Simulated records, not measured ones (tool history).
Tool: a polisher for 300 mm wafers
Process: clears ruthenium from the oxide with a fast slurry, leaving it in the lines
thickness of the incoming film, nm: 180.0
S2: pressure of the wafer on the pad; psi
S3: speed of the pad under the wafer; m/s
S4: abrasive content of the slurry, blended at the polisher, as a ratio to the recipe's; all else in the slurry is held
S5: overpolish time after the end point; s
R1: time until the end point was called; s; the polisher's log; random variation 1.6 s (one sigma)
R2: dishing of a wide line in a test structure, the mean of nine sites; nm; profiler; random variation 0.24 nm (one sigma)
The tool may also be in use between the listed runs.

Run 1, hour 0.0: flow of slurry (ml/min) 195, S2 1.8 psi, S3 0.92 m/s, S4 1.00, S5 10 s. Result: R1 62.689 s, R2 24.576 nm.
Run 2, hour 3.5: flow of slurry (ml/min) 195, S2 1.8 psi, S3 0.92 m/s, S4 1.15, S5 10 s. Result: R1 58.531 s, R2 26.539 nm.
Run 3, hour 8.0: flow of slurry (ml/min) 195, S2 1.6 psi, S3 0.92 m/s, S4 1.15, S5 10 s. Result: R1 66.744 s, R2 23.953 nm.
Run 4, hour 14.6: flow of slurry (ml/min) 215, S2 1.6 psi, S3 0.92 m/s, S4 1.15, S5 10 s. Result: R1 65.402 s, R2 24.080 nm.
Run 5, hour 21.7: flow of slurry (ml/min) 215, S2 1.5 psi, S3 0.92 m/s, S4 1.15, S5 10 s. Result: R1 67.767 s, R2 22.669 nm.
Run 6, hour 30.2: flow of slurry (ml/min) 215, S2 1.2 psi, S3 0.92 m/s, S4 1.15, S5 10 s. Result: R1 86.698 s, R2 18.714 nm.
Run 7, hour 33.6: flow of slurry (ml/min) 215, S2 1.3 psi, S3 0.90 m/s, S4 1.15, S5 8 s. Result: R1 79.403 s, R2 15.653 nm.
Run 8, hour 41.2: flow of slurry (ml/min) 210, S2 1.3 psi, S3 0.90 m/s, S4 1.15, S5 8 s. Result: R1 81.089 s, R2 15.762 nm.
Run 9, hour 47.3: flow of slurry (ml/min) 205, S2 1.3 psi, S3 0.90 m/s, S4 1.15, S5 8 s. Result: R1 82.641 s, R2 15.799 nm.
Run 10, hour 56.2: flow of slurry (ml/min) 200, S2 1.3 psi, S3 0.90 m/s, S4 1.15, S5 8 s. Result: R1 84.539 s, R2 15.863 nm.

The next listed run, before its measurement:
Run 11, hour 57.2: flow of slurry (ml/min) 195, S2 1.3 psi, S3 0.90 m/s, S4 1.15, S5 8 s. Result: R1 ?, R2 ?.

R1: 81.322 s
R2: 15.690 nm

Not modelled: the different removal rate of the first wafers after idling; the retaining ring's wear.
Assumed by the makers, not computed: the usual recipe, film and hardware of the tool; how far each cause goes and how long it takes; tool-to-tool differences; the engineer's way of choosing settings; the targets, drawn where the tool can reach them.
